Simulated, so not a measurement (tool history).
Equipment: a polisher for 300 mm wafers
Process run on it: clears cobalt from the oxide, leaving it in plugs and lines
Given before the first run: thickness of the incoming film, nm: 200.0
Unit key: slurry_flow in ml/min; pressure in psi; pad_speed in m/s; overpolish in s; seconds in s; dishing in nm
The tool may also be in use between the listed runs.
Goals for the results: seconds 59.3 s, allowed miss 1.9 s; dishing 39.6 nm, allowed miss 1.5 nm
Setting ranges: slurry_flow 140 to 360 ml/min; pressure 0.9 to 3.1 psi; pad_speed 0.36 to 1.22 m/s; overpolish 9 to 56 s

run 1 hour=0 | slurry_flow=230 pressure=2 pad_speed=0.78 overpolish=29 | seconds=43.58 dishing=40.067
run 2 hour=8 | slurry_flow=200 pressure=2 pad_speed=0.78 overpolish=29 | seconds=45.614 dishing=39.889
run 3 hour=17 | slurry_flow=200 pressure=2 pad_speed=0.78 overpolish=38 | seconds=44.551 dishing=41.345
run 4 hour=18.6 | slurry_flow=200 pressure=2 pad_speed=0.78 overpolish=27 | seconds=45.268 dishing=39.744
run 5 hour=19.5 | slurry_flow=200 pressure=2 pad_speed=0.96 overpolish=27 | seconds=37.053 dishing=41.014
run 6 hour=21.6 | slurry_flow=195 pressure=1.9 pad_speed=0.96 overpolish=29 | seconds=39.267 dishing=40.944
-- hour=23.7 head pressure recalibrated
run 7 hour=23.7 | slurry_flow=195 pressure=1.9 pad_speed=0.96 overpolish=29 | seconds=40.106 dishing=40.599
run 8 hour=28.8 | slurry_flow=190 pressure=1.8 pad_speed=0.96 overpolish=31 | seconds=41.194 dishing=40.494
run 9 hour=34.6 | slurry_flow=185 pressure=1.7 pad_speed=0.96 overpolish=34 | seconds=43.392 dishing=41.61
run 10 hour=38.7 | slurry_flow=185 pressure=1.6 pad_speed=0.96 overpolish=34 | seconds=45.15 dishing=40.891
run 11 hour=43.5 | slurry_flow=180 pressure=1.5 pad_speed=0.96 overpolish=34 | seconds=47.791 dishing=41.275
run 12 hour=47.1 | slurry_flow=180 pressure=1.4 pad_speed=0.96 overpolish=33 | seconds=49.501 dishing=39.649

Which of these 4 next moves meets every target?
run A hour=50.7 | slurry_flow=200 pressure=1 pad_speed=0.88 overpolish=29 | seconds=? dishing=?
run B hour=50.7 | slurry_flow=165 pressure=1 pad_speed=0.9 overpolish=31 | seconds=? dishing=?
run C hour=50.7 | slurry_flow=190 pressure=1.4 pad_speed=0.78 overpolish=29 | seconds=? dishing=?
run D hour=50.7 | slurry_flow=145 pressure=1.4 pad_speed=0.84 overpolish=39 | seconds=? dishing=?

move=A seconds=64.045 dishing=35.98
move=B seconds=64.782 dishing=36.615
move=C seconds=59.275 dishing=36.823
move=D seconds=58.226 dishing=39.653
A: carries the result that was furthest off beyond its target, to the other side
B: carries the result that was furthest off beyond its target, to the other side
C: the furthest-off result lands on target, but another misses its tolerance
D: every result within its allowed miss
The move that meets every target is D.

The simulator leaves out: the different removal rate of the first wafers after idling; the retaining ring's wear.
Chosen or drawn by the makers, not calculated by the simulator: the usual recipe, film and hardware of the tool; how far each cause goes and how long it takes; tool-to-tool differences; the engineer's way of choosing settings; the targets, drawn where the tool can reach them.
